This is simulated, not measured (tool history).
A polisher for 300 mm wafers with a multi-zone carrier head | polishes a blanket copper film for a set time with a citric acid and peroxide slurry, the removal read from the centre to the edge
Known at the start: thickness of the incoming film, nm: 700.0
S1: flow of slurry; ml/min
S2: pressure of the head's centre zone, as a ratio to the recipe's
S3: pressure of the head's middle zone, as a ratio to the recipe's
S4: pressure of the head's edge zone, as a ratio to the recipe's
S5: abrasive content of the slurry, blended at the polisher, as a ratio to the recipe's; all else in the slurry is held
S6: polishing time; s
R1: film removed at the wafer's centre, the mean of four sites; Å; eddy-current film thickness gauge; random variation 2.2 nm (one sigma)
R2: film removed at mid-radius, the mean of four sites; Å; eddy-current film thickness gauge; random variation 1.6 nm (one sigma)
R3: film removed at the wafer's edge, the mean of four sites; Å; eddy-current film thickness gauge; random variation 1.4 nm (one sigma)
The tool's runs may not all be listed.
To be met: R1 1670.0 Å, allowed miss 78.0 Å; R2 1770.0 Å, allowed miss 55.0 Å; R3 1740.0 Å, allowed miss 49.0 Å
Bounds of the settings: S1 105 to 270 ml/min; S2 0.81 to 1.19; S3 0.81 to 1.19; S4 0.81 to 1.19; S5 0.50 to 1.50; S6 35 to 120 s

run  hour   S1    S2    S3    S4    S5  S6      R1      R2      R3
  1   0.0  175  1.00  1.00  1.00  1.00  77  1235.7  1275.9  1271.4
  2   6.8  180  1.01  1.01  1.02  1.10  78  1312.5  1324.3  1324.6
  3  14.7  185  1.01  1.02  1.04  1.15  80  1322.6  1410.2  1370.0
  4  22.1  185  1.02  1.02  1.05  1.20  82  1393.3  1460.8  1459.0
  5  25.3  185  1.06  1.02  1.05  1.20  82  1428.8  1479.3  1431.8
  6  30.3  185  1.10  1.02  1.05  1.20  82  1516.4  1481.2  1464.0
  7  38.4  190  1.10  1.03  1.07  1.25  83  1570.0  1518.5  1526.0
  8  39.7  195  1.10  1.05  1.09  1.30  83  1567.1  1567.8  1504.4
  9  43.2  195  1.09  1.05  1.10  1.35  84  1593.6  1596.0  1569.2
 10  45.9  200  1.08  1.06  1.11  1.35  85  1625.0  1613.7  1627.0
 11  54.5  205  1.07  1.07  1.12  1.35  85  1572.9  1669.0  1616.5
 12  62.1  210  1.07  1.07  1.13  1.35  85  1572.3  1662.8  1606.8
 13  68.4  210  1.07  1.07  1.14  1.35  85  1637.4  1648.1  1631.1
 14  69.8  245  1.02  1.12  1.19  1.40  85  1604.8  1771.7  1712.4

Which of these 4 next moves meets every target?
  A  71.2  270  1.01  1.08  1.10  1.35  86   ?   ?   ?
  B  71.2  240  1.00  1.13  1.16  1.45  90   ?   ?   ?
  C  71.2  250  0.93  1.12  1.19  1.50  85   ?   ?   ?
  D  71.2  245  1.04  1.09  1.18  1.50  86   ?   ?   ?

move      R1      R2      R3
   A  1600.7  1735.1  1620.7
   B  1666.9  1895.5  1754.6
   C  1505.5  1800.0  1699.4
   D  1661.5  1774.4  1709.5
A: brings the result that was furthest off to its target, and leaves another outside
B: brings the result that was furthest off to its target, and leaves another outside
C: further off than the last run
D: meets every target
Answer: D
